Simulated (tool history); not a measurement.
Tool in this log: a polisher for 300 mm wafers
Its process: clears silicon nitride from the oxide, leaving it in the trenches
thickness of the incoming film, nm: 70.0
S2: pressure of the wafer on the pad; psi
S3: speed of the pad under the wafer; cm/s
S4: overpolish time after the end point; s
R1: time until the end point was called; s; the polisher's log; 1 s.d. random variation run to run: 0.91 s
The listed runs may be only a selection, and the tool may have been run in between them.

{"run": 1, "hour": 0.0, "flow of slurry (ml/min)": 285, "S2": 2.3, "S3": 86, "S4": 37, "R1": 90.035}
{"run": 2, "hour": 0.6, "flow of slurry (ml/min)": 220, "S2": 2.3, "S3": 86, "S4": 37, "R1": 94.245}
{"run": 3, "hour": 9.0, "flow of slurry (ml/min)": 220, "S2": 2.9, "S3": 86, "S4": 37, "R1": 75.955}
{"run": 4, "hour": 12.6, "flow of slurry (ml/min)": 220, "S2": 2.9, "S3": 86, "S4": 40, "R1": 73.78}
{"run": 5, "hour": 16.7, "flow of slurry (ml/min)": 260, "S2": 2.9, "S3": 86, "S4": 40, "R1": 74.717}
{"run": 6, "hour": 20.6, "flow of slurry (ml/min)": 260, "S2": 3.3, "S3": 86, "S4": 40, "R1": 67.127}
{"run": 7, "hour": 28.8, "flow of slurry (ml/min)": 260, "S2": 3.3, "S3": 86, "S4": 40, "R1": 65.328}

Run 8 has not been measured yet. What should we expect?
{"run": 8, "hour": 34.2, "flow of slurry (ml/min)": 260, "S2": 3.3, "S3": 86, "S4": 40, "R1": "?"}

R1: 65.577 s
